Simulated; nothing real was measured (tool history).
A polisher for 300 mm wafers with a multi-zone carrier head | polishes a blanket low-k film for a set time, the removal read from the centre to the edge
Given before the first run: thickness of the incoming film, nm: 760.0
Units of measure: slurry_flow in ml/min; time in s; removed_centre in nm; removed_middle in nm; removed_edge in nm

run 1 hour=0.0 | slurry_flow=280 centre_zone=1.00 middle_zone=1.00 edge_zone=1.00 slurry_solids=1.00 time=48 | removed_centre=19.366 removed_middle=19.273 removed_edge=19.093
run 2 hour=1.6 | slurry_flow=280 centre_zone=0.94 middle_zone=1.00 edge_zone=1.00 slurry_solids=1.00 time=48 | removed_centre=18.303 removed_middle=19.638 removed_edge=19.061
run 3 hour=2.4 | slurry_flow=280 centre_zone=0.96 middle_zone=1.01 edge_zone=1.03 slurry_solids=1.10 time=48 | removed_centre=19.865 removed_middle=20.708 removed_edge=20.038
run 4 hour=11.3 | slurry_flow=280 centre_zone=0.96 middle_zone=1.01 edge_zone=1.03 slurry_solids=1.00 time=48 | removed_centre=18.848 removed_middle=19.206 removed_edge=19.182
run 5 hour=15.5 | slurry_flow=280 centre_zone=0.96 middle_zone=1.01 edge_zone=1.03 slurry_solids=1.00 time=42 | removed_centre=16.288 removed_middle=17.184 removed_edge=16.798
run 6 hour=17.3 | slurry_flow=280 centre_zone=0.96 middle_zone=1.01 edge_zone=0.96 slurry_solids=1.00 time=42 | removed_centre=16.528 removed_middle=16.637 removed_edge=16.522
run 7 hour=24.9 | slurry_flow=275 centre_zone=0.95 middle_zone=0.98 edge_zone=0.98 slurry_solids=1.15 time=43 | removed_centre=18.200 removed_middle=18.286 removed_edge=18.345
run 8 hour=29.0 | slurry_flow=275 centre_zone=0.94 middle_zone=0.97 edge_zone=0.99 slurry_solids=1.25 time=44 | removed_centre=19.010 removed_middle=18.809 removed_edge=18.828

Expected results for the next run?
run 9 hour=31.8 | slurry_flow=275 centre_zone=0.94 middle_zone=0.97 edge_zone=0.99 slurry_solids=1.25 time=44 | removed_centre=? removed_middle=? removed_edge=?

{"run 9": {"removed_centre": 19.468, "removed_middle": 19.35, "removed_edge": 19.444}}

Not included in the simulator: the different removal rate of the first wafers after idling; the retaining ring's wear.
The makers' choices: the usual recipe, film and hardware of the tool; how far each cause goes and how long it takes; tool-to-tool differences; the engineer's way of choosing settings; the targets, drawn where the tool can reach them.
